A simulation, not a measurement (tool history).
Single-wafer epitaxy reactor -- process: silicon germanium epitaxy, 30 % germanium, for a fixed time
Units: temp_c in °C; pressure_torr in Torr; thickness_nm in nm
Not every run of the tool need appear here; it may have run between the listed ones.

run 1 day=0 | temp_c=580 pressure_torr=17.8 | thickness_nm=39.99
run 2 day=0.158 | temp_c=574 pressure_torr=17.8 | thickness_nm=35.395
run 3 day=0.338 | temp_c=579 pressure_torr=18 | thickness_nm=39.336
run 4 day=0.542 | temp_c=579 pressure_torr=19.7 | thickness_nm=41.192
run 5 day=0.758 | temp_c=584 pressure_torr=19.7 | thickness_nm=45.557
run 6 day=0.938 | temp_c=585 pressure_torr=19.7 | thickness_nm=46.576
run 7 day=1.267 | temp_c=586 pressure_torr=19.7 | thickness_nm=47.481

For run 8, what comes out?
run 8 day=1.579 | temp_c=587 pressure_torr=19.7 | thickness_nm=?

Run 8 came out at thickness_nm 48.438 nm.
